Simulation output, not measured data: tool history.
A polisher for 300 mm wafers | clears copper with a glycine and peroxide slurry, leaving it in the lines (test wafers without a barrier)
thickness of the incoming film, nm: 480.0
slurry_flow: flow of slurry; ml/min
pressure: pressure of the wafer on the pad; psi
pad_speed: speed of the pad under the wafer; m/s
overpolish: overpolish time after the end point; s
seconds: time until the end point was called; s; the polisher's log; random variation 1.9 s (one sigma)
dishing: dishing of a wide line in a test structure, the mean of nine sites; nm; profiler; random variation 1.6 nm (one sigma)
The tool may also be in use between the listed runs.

{"run": 1, "hour": 0.0, "slurry_flow": 295, "pressure": 3, "pad_speed": 0.9, "overpolish": 22, "seconds": 99.395, "dishing": 73.711}
{"run": 2, "hour": 2.2, "slurry_flow": 295, "pressure": 3, "pad_speed": 0.9, "overpolish": 25, "seconds": 98.439, "dishing": 81.431}
{"run": 3, "hour": 2.9, "slurry_flow": 330, "pressure": 3, "pad_speed": 0.9, "overpolish": 25, "seconds": 96.96, "dishing": 80.045}
{"run": 4, "hour": 6.6, "slurry_flow": 330, "pressure": 3, "pad_speed": 0.9, "overpolish": 16, "seconds": 96.748, "dishing": 55.503}
{"run": 5, "hour": 12.7, "slurry_flow": 330, "pressure": 2.5, "pad_speed": 0.9, "overpolish": 16, "seconds": 110.3, "dishing": 50.109}
{"run": 6, "hour": 14.6, "slurry_flow": 320, "pressure": 2.6, "pad_speed": 0.9, "overpolish": 20, "seconds": 111.73, "dishing": 61.85}
{"run": 7, "hour": 21.5, "slurry_flow": 310, "pressure": 2.6, "pad_speed": 0.92, "overpolish": 23, "seconds": 104.29, "dishing": 69.095}
{"run": 8, "hour": 26.7, "slurry_flow": 305, "pressure": 2.7, "pad_speed": 0.9, "overpolish": 26, "seconds": 107.76, "dishing": 75.746}
{"run": 9, "hour": 28.6, "slurry_flow": 300, "pressure": 2.8, "pad_speed": 0.9, "overpolish": 28, "seconds": 103.08, "dishing": 82.762}
{"run": 10, "hour": 32.9, "slurry_flow": 300, "pressure": 2.8, "pad_speed": 0.9, "overpolish": 28, "seconds": 103.66, "dishing": 84.425}
{"run": 11, "hour": 37.4, "slurry_flow": 295, "pressure": 2.8, "pad_speed": 0.9, "overpolish": 29, "seconds": 102.38, "dishing": 88.152}
{"run": 12, "hour": 39.1, "slurry_flow": 290, "pressure": 2.8, "pad_speed": 0.9, "overpolish": 30, "seconds": 101.49, "dishing": 88.1}

Forecast run 13:
{"run": 13, "hour": 42.3, "slurry_flow": 290, "pressure": 2.8, "pad_speed": 0.9, "overpolish": 32, "seconds": "?", "dishing": "?"}

seconds: 103.08 s
dishing: 90.034 nm
